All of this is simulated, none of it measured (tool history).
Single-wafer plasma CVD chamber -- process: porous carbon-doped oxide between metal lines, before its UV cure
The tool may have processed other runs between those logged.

| run | hour | heater temperature setpoint (deg C) | RF power (kW) | deposition time (s) | mean film thickness on the monitor wafer (nm) |
|---|---|---|---|---|---|
| 1 | 0 | 285 | 0.465 | 18 | 113.63 |
| 2 | 7.6 | 285 | 0.44 | 18 | 109.33 |
| 3 | 10.7 | 285 | 0.4 | 18 | 100.58 |
| 4 | 13.9 | 278 | 0.4 | 18 | 106.98 |
| 5 | 19.6 | 274 | 0.405 | 18 | 109.37 |
| 6 | 21.3 | 268 | 0.405 | 18 | 115.29 |

What does the tool deliver on the next run?
| 7 | 29.7 | 266 | 0.41 | 18 | ? |

{"run 7": {"mean film thickness on the monitor wafer (nm)": 118.25}}

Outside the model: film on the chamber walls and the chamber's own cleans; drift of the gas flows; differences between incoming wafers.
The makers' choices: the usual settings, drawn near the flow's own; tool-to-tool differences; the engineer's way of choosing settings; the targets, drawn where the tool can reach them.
